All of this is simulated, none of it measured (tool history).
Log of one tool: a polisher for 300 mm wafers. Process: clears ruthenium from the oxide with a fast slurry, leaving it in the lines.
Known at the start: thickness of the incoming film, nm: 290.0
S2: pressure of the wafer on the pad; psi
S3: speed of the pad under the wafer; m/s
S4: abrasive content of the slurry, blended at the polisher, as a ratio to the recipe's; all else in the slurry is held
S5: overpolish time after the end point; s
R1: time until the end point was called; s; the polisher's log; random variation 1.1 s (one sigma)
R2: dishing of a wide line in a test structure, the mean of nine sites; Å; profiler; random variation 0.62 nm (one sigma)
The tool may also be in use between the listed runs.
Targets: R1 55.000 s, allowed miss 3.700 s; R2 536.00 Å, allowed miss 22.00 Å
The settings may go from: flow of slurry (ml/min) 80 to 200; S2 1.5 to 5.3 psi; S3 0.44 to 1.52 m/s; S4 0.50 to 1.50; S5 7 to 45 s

{"run": 1, "hour": 0.0, "flow of slurry (ml/min)": 130, "S2": 3.4, "S3": 0.98, "S4": 1.0, "S5": 23, "R1": 57.908, "R2": 805.49}
{"run": 2, "hour": 8.0, "flow of slurry (ml/min)": 135, "S2": 3.4, "S3": 0.98, "S4": 1.0, "S5": 20, "R1": 56.778, "R2": 758.7}
{"run": 3, "hour": 13.7, "flow of slurry (ml/min)": 135, "S2": 4.2, "S3": 0.98, "S4": 1.0, "S5": 20, "R1": 49.378, "R2": 836.54}
{"run": 4, "hour": 15.7, "flow of slurry (ml/min)": 135, "S2": 4.2, "S3": 0.98, "S4": 1.0, "S5": 24, "R1": 46.397, "R2": 977.85}
{"run": 5, "hour": 17.8, "flow of slurry (ml/min)": 135, "S2": 5.0, "S3": 0.98, "S4": 1.0, "S5": 24, "R1": 41.466, "R2": 1103.6}
{"run": 6, "hour": 19.5, "flow of slurry (ml/min)": 135, "S2": 5.0, "S3": 1.16, "S4": 1.0, "S5": 24, "R1": 34.746, "R2": 1191.3}
{"run": 7, "hour": 24.2, "flow of slurry (ml/min)": 140, "S2": 4.5, "S3": 1.18, "S4": 0.95, "S5": 21, "R1": 39.916, "R2": 1033.2}
{"run": 8, "hour": 25.1, "flow of slurry (ml/min)": 140, "S2": 4.1, "S3": 1.16, "S4": 1.0, "S5": 18, "R1": 40.303, "R2": 889.46}
{"run": 9, "hour": 32.1, "flow of slurry (ml/min)": 140, "S2": 4.1, "S3": 1.16, "S4": 1.0, "S5": 18, "R1": 40.512, "R2": 870.13}
{"run": 10, "hour": 36.4, "flow of slurry (ml/min)": 135, "S2": 3.7, "S3": 1.16, "S4": 1.0, "S5": 17, "R1": 44.817, "R2": 789.87}
{"hour": 42.1, "done": "worn pad replaced by a new one"}
{"run": 11, "hour": 42.1, "flow of slurry (ml/min)": 135, "S2": 3.4, "S3": 1.16, "S4": 1.0, "S5": 16, "R1": 45.482, "R2": 733.44}
{"run": 12, "hour": 49.5, "flow of slurry (ml/min)": 135, "S2": 3.1, "S3": 1.16, "S4": 1.0, "S5": 15, "R1": 48.741, "R2": 657.9}
{"run": 13, "hour": 55.1, "flow of slurry (ml/min)": 135, "S2": 2.9, "S3": 1.16, "S4": 1.0, "S5": 14, "R1": 52.142, "R2": 584.45}
{"run": 14, "hour": 59.2, "flow of slurry (ml/min)": 135, "S2": 2.8, "S3": 1.16, "S4": 1.0, "S5": 14, "R1": 54.305, "R2": 573.39}

Which of these 4 next moves meets every target?
{"run": "A", "hour": 63.3, "flow of slurry (ml/min)": 155, "S2": 2.1, "S3": 1.1, "S4": 1.15, "S5": 18, "R1": "?", "R2": "?"}
{"run": "B", "hour": 63.3, "flow of slurry (ml/min)": 135, "S2": 3.2, "S3": 1.1, "S4": 0.8, "S5": 15, "R1": "?", "R2": "?"}
{"run": "C", "hour": 63.3, "flow of slurry (ml/min)": 130, "S2": 2.3, "S3": 1.48, "S4": 0.8, "S5": 13, "R1": "?", "R2": "?"}
{"run": "D", "hour": 63.3, "flow of slurry (ml/min)": 130, "S2": 2.9, "S3": 1.08, "S4": 0.7, "S5": 15, "R1": "?", "R2": "?"}

move=A R1=66.491 R2=599.64
move=B R1=55.608 R2=597.84
move=C R1=54.752 R2=536.71
move=D R1=65.127 R2=522.89
A: further off than the last run
B: further off than the last run
C: meets every target
D: brings the result that was furthest off to its target, and leaves another outside
Move C is the one to make.
